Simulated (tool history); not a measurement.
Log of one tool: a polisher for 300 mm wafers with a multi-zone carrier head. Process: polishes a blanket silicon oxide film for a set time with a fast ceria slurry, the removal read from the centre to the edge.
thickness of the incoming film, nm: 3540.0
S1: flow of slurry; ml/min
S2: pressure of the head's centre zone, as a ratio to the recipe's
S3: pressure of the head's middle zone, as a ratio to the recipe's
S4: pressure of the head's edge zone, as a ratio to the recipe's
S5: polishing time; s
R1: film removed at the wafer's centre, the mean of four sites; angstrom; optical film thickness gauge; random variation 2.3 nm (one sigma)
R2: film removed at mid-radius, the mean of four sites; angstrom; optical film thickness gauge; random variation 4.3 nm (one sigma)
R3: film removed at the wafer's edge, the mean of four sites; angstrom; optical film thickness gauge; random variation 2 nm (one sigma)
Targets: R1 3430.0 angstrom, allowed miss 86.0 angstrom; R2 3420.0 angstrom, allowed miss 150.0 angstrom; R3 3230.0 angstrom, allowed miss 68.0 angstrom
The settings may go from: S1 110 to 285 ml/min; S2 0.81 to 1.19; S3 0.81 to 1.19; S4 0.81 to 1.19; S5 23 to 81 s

run,hour,S1,S2,S3,S4,S5,R1,R2,R3
1,0.0,180,1.00,1.00,1.00,52,4700.3,4537.5,4611.3
2,8.5,180,1.00,1.00,0.92,52,4616.1,4491.2,4467.6
3,11.3,180,1.00,1.01,0.89,47,4172.4,4169.2,4033.6
4,13.7,175,1.01,1.01,0.87,44,3956.3,3895.9,3731.4
5,22.0,175,0.96,1.01,0.87,44,3745.9,3848.8,3709.6
6,30.3,175,0.96,1.08,0.87,44,3812.3,4060.7,3737.4
7,33.0,165,0.97,1.06,0.85,42,3582.3,3850.7,3517.5
8,34.4,155,0.99,1.03,0.84,41,3589.6,3543.9,3377.3
9,38.8,145,0.98,1.04,0.83,41,3490.2,3535.6,3325.4
10,39.7,140,0.98,1.04,0.82,41,3517.6,3569.1,3324.1
11,44.7,135,0.98,1.04,0.82,41,3392.5,3478.1,3326.1
12,45.6,135,0.99,1.04,0.82,41,3459.0,3524.6,3331.1
13,47.4,135,1.00,1.04,0.82,41,3501.8,3598.5,3324.6

Which of these 4 next moves meets every target?
A,49.2,185,1.00,0.97,0.86,40,?,?,?
B,49.2,125,0.97,1.04,0.83,43,?,?,?
C,49.2,170,0.99,1.00,0.81,39,?,?,?
D,49.2,110,1.01,0.97,0.86,44,?,?,?

move,R1,R2,R3
A,3586.3,3405.6,3368.7
B,3514.8,3675.8,3437.5
C,3419.9,3370.2,3194.7
D,3658.4,3474.1,3511.1
A: further off than the last run
B: further off than the last run
C: meets every target
D: further off than the last run
Answer: C

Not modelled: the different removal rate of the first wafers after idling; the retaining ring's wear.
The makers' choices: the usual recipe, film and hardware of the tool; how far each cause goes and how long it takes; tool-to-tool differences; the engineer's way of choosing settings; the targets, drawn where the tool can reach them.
